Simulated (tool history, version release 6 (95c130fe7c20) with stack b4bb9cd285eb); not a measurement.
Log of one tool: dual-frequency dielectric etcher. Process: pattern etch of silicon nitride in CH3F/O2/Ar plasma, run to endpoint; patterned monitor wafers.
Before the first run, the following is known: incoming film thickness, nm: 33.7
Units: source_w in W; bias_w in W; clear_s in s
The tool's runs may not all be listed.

run 1 hour=0 | source_w=310 bias_w=94 | clear_s=49.305
run 2 hour=4.9 | source_w=340 bias_w=94 | clear_s=46.974
run 3 hour=7 | source_w=370 bias_w=94 | clear_s=45.348
run 4 hour=14.5 | source_w=370 bias_w=110 | clear_s=43.761
run 5 hour=15.8 | source_w=310 bias_w=102 | clear_s=48.698
run 6 hour=21.8 | source_w=280 bias_w=100 | clear_s=51.136
run 7 hour=25.1 | source_w=250 bias_w=98 | clear_s=54.485
run 8 hour=26.1 | source_w=240 bias_w=97 | clear_s=55.902

Run 9, settings as shown, results not yet in. Your forecast:
run 9 hour=28.4 | source_w=200 bias_w=95 | clear_s=?

Run 9 gave clear_s 63.06 s.
